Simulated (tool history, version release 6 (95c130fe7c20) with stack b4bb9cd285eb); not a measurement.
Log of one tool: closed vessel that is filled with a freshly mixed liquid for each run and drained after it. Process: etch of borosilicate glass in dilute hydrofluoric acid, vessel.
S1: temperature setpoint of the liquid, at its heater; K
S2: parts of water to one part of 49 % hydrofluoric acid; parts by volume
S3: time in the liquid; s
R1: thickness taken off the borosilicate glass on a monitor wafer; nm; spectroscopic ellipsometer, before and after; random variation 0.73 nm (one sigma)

| run | hour | S1 | S2 | S3 | R1 |
|---|---|---|---|---|---|
| 1 | 0 | 294.15 | 75 | 230 | 86.644 |
| 2 | 1.2 | 295.15 | 75 | 230 | 89.209 |
| 3 | 6 | 295.15 | 75 | 230 | 89.887 |
| 4 | 13 | 295.15 | 55 | 230 | 124.15 |
| 5 | 17.9 | 295.15 | 40 | 230 | 175.97 |
| 6 | 22.2 | 298.65 | 40 | 230 | 203.9 |
| 7 | 25.8 | 298.65 | 40 | 230 | 201.75 |
| 8 | 29.9 | 296.65 | 45 | 230 | 163.99 |
| 9 | 32.7 | 295.15 | 45 | 230 | 155.1 |
| 10 | 40.3 | 294.15 | 45 | 230 | 148.37 |
| 11 | 42.9 | 293.15 | 45 | 230 | 141.79 |
| 12 | 51 | 292.65 | 45 | 230 | 139.85 |
| 13 | 58.8 | 292.15 | 45 | 230 | 137.01 |
| 14 | 64.6 | 290.15 | 60 | 230 | 91.904 |

The next listed run, before its measurement:
| 15 | 65.8 | 290.65 | 60 | 230 | ? |

{"run 15": {"R1": 94.555}}
